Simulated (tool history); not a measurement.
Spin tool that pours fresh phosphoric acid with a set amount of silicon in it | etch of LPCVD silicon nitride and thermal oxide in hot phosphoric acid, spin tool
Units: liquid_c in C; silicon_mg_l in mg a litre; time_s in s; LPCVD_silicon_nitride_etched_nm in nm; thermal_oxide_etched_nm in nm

| run | hour | liquid_c | silicon_mg_l | time_s | LPCVD_silicon_nitride_etched_nm | thermal_oxide_etched_nm |
|---|---|---|---|---|---|---|
| 1 | 0 | 163 | 14 | 115 | 10.929 | 0.30299 |
| 2 | 2.2 | 163 | 21 | 115 | 10.857 | 0.24187 |
| 3 | 3 | 163 | 21 | 135 | 12.881 | 0.31649 |
| 4 | 10.4 | 162.5 | 20.5 | 130 | 12.114 | 0.27621 |
| 5 | 11.5 | 160.5 | 20.5 | 130 | 11.321 | 0.22432 |
| 6 | 14.3 | 161.5 | 20.5 | 130 | 11.584 | 0.22534 |
| 7 | 21.2 | 161.5 | 20.5 | 130 | 11.773 | 0.24732 |
| 8 | 21.8 | 161 | 19.5 | 125 | 11.071 | 0.2579 |
| 9 | 30.5 | 160.5 | 20 | 120 | 10.551 | 0.22854 |
| 10 | 34.6 | 160.5 | 20 | 115 | 10.036 | 0.21691 |
| 11 | 41.7 | 160.5 | 20 | 110 | 9.6574 | 0.21483 |
| 12 | 45.2 | 160.5 | 20 | 110 | 9.572 | 0.18669 |
| 13 | 49.8 | 160.5 | 19 | 105 | 9.1482 | 0.2156 |

The next listed run, before its measurement:
| 14 | 55.7 | 160.5 | 19.5 | 105 | ? | ? |

Run 14 gave LPCVD_silicon_nitride_etched_nm 9.0963 nm, thermal_oxide_etched_nm 0.21016 nm.
